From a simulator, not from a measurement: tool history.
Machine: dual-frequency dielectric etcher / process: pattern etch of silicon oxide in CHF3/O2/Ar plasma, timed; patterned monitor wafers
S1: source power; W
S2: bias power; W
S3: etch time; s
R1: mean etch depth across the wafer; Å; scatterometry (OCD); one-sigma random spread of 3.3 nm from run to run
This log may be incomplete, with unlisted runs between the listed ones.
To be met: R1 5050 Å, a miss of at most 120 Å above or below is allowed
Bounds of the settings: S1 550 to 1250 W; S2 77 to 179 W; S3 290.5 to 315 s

run,hour,S1,S2,S3,R1
1,0,900,128,315,6229.6
2,8.3,900,128,315,6256.8
3,10.7,870,125,313.5,6086.3
4,18.6,840,123,312.5,5965.9
5,25.2,840,123,290.5,5540.6
6,30.7,840,137,290.5,5787.3
7,34.9,820,136,290.5,5719.5
8,42.1,800,135,290.5,5663.8
9,48.9,780,134,290.5,5562.3
10,57.7,760,133,290.5,5647.6

4 candidate next runs follow, results not yet known. Just one meets every target within its allowed miss. Identify it.
A,66.5,660,124,296.5,?
B,66.5,870,94,290.5,?
C,66.5,560,134,303.5,?
D,66.5,600,113,315,?

move,R1
A,5363
B,5095.4
C,5444.1
D,5386
A: nearer the targets than the last run, but a result is still out of spec
B: hits every target within its allowed miss
C: nearer the targets than the last run, but a result is still out of spec
D: nearer the targets than the last run, but a result is still out of spec
The right move is B.
